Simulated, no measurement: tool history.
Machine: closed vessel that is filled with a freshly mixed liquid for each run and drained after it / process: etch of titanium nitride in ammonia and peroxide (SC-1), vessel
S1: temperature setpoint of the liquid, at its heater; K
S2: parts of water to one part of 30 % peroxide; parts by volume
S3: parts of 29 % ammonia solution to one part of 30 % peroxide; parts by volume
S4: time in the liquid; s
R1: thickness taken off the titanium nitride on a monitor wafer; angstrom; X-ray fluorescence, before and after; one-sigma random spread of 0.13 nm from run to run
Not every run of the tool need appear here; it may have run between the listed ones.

| run | day | S1 | S2 | S3 | S4 | R1 |
|---|---|---|---|---|---|---|
| 1 | 0 | 335.15 | 12.5 | 0.9 | 105 | 113.47 |
| 2 | 0.342 | 339.15 | 12.5 | 0.9 | 105 | 146.92 |
| 3 | 0.654 | 339.15 | 8.5 | 0.9 | 105 | 179.56 |
| 4 | 0.742 | 339.15 | 8.5 | 0.9 | 105 | 179.28 |
| 5 | 0.942 | 335.15 | 8.5 | 0.9 | 105 | 136.93 |
| 6 | 1.108 | 335.15 | 10.5 | 0.9 | 105 | 125.02 |
| 7 | 1.162 | 335.15 | 10.5 | 0.9 | 105 | 124.85 |

Run 8 is up next; what results do you expect?
| 8 | 1.383 | 337.15 | 9 | 0.95 | 105 | ? |

R1: 153.96 angstrom
